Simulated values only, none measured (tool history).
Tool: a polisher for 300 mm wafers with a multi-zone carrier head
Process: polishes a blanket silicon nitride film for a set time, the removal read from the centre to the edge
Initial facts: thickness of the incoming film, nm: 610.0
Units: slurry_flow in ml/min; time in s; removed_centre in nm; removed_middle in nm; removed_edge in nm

run 1 hour=0.0 | slurry_flow=145 centre_zone=1.00 middle_zone=1.00 edge_zone=1.00 time=71 | removed_centre=132.62 removed_middle=145.34 removed_edge=142.18
run 2 hour=5.8 | slurry_flow=160 centre_zone=1.05 middle_zone=1.01 edge_zone=1.04 time=77 | removed_centre=150.87 removed_middle=162.08 removed_edge=160.32
run 3 hour=8.9 | slurry_flow=170 centre_zone=1.10 middle_zone=1.00 edge_zone=1.04 time=81 | removed_centre=172.92 removed_middle=170.61 removed_edge=172.22
run 4 hour=13.6 | slurry_flow=170 centre_zone=1.10 middle_zone=1.00 edge_zone=1.04 time=72 | removed_centre=151.35 removed_middle=155.16 removed_edge=151.48
run 5 hour=15.6 | slurry_flow=170 centre_zone=1.10 middle_zone=1.00 edge_zone=1.04 time=85 | removed_centre=173.72 removed_middle=180.32 removed_edge=180.31
run 6 hour=17.0 | slurry_flow=185 centre_zone=1.13 middle_zone=0.99 edge_zone=1.03 time=87 | removed_centre=192.16 removed_middle=187.87 removed_edge=187.16
run 7 hour=22.7 | slurry_flow=195 centre_zone=1.14 middle_zone=0.99 edge_zone=1.04 time=87 | removed_centre=196.54 removed_middle=191.66 removed_edge=185.11

What does the tool deliver on the next run?
run 8 hour=26.7 | slurry_flow=195 centre_zone=1.15 middle_zone=0.99 edge_zone=1.06 time=88 | removed_centre=? removed_middle=? removed_edge=?

removed_centre: 194.21 nm
removed_middle: 191.68 nm
removed_edge: 188.91 nm
